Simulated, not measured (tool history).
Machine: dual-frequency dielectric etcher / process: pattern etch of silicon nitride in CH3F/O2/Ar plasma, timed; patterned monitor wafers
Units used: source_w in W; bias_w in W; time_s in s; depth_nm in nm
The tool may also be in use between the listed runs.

run	hour	source_w	bias_w	time_s	depth_nm
1	0.0	340	53	64.5	36.869
2	1.3	300	53	64.5	35.438
3	6.8	250	53	64.5	33.600
4	11.5	290	55	64.5	35.835
# hour 17.0: bias power generator calibrated
5	17.0	340	55	64.5	36.641
6	20.3	340	60	64.5	38.288

Predict the results of run 7:
7	21.6	350	61	64.5	?

{"run 7": {"depth_nm": 39.121}}
